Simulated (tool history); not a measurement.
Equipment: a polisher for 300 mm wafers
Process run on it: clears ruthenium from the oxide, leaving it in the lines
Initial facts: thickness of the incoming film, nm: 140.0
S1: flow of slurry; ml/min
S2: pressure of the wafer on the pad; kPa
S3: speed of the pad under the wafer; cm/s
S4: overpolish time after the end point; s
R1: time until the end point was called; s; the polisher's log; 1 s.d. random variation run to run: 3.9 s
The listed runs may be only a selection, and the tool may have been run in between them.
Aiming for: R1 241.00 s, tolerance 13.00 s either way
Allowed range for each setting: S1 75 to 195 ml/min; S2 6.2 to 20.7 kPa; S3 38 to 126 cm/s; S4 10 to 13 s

run	hour	S1	S2	S3	S4	R1
1	0.0	125	13.1	82	13	139.48
2	5.8	125	11.0	80	13	172.47
3	6.4	125	11.0	80	10	171.58
4	6.9	125	14.5	80	10	132.37
5	7.7	125	14.5	66	10	156.66
6	14.6	125	14.5	66	10	154.62
7	23.4	125	13.1	66	10	164.75
8	30.8	125	11.7	64	10	198.92
9	33.0	125	11.0	64	10	206.05
# hour 39.4: slurry nozzle cleaned
10	39.4	125	10.3	64	10	206.64
11	39.9	125	9.7	64	10	222.82

Next run, 4 choices. One meets every target within its allowed miss, the rest don't. Which?
A	40.4	125	10.3	62	10	?
B	40.4	115	11.7	54	10	?
C	40.4	135	11.0	62	10	?
D	40.4	75	10.3	60	10	?

move	R1
A	213.11
B	215.14
C	198.11
D	236.82
A: its largest miss is bigger than the last run's
B: its largest miss is bigger than the last run's
C: its largest miss is bigger than the last run's
D: every result lands within tolerance
The right move is D.
